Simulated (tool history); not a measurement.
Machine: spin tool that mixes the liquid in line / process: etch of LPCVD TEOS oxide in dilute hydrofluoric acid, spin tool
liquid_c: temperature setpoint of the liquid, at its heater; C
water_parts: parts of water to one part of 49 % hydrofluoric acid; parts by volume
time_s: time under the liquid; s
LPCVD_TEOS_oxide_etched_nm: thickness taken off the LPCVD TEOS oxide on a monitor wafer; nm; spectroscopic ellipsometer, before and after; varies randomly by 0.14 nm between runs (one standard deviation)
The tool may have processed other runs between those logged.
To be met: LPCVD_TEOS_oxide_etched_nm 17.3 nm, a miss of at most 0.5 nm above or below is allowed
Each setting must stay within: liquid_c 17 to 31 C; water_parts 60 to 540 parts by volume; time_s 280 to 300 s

| run | hour | liquid_c | water_parts | time_s | LPCVD_TEOS_oxide_etched_nm |
|---|---|---|---|---|---|
| 1 | 0 | 23 | 300 | 280 | 26.778 |
| 2 | 8.3 | 22.5 | 310 | 280 | 24.943 |
| 3 | 10.8 | 22 | 315 | 280 | 24.144 |
| 4 | 14.7 | 22 | 220 | 280 | 38.218 |
| 5 | 23.5 | 22 | 220 | 280 | 38.272 |
| 6 | 28.7 | 22 | 310 | 280 | 25.009 |
| 7 | 36 | 21.5 | 320 | 280 | 23.516 |
| 8 | 38.1 | 21 | 325 | 280 | 22.511 |
| 9 | 42.9 | 20.5 | 330 | 280 | 21.688 |
| 10 | 46.9 | 20 | 335 | 280 | 20.755 |

Which of these 4 next moves meets every target?
| A | 50.9 | 21.5 | 400 | 280 | ? |
| B | 50.9 | 19.5 | 305 | 280 | ? |
| C | 50.9 | 21 | 295 | 300 | ? |
| D | 50.9 | 19 | 295 | 280 | ? |

| move | LPCVD_TEOS_oxide_etched_nm |
|---|---|
| A | 17.395 |
| B | 23.079 |
| C | 27.243 |
| D | 23.632 |
A: all results land within tolerance of their targets
B: lands further from the targets than the last run did
C: lands further from the targets than the last run did
D: lands further from the targets than the last run did
A is the move that brings every result within its allowed miss.

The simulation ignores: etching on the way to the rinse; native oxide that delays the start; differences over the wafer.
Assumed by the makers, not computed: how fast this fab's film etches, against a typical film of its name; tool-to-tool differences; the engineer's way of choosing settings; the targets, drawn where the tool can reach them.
